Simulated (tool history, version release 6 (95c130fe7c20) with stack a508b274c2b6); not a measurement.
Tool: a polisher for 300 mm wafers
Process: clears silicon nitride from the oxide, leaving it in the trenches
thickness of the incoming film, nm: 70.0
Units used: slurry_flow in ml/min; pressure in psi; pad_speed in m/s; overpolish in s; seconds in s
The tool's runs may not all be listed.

run  hour  slurry_flow  pressure  pad_speed  overpolish  seconds
  1   0.0          175       3.0        1.1          27   77.442
  2   7.9          175       3.2        1.1          27   74.116
  3   9.2          175       3.4        1.1          27   69.139
  4  13.1          175       3.5        1.1          27   66.914
  5  19.7          150       3.5        1.1          27   68.183
  6  22.0          150       3.6        1.1          27   65.347
  7  23.6          150       3.6        1.1          27   65.301

Run 8 has not been measured yet. What should we expect?
  8  30.1          150       3.7        1.1          27        ?

Run 8 yielded seconds 65.915 s.
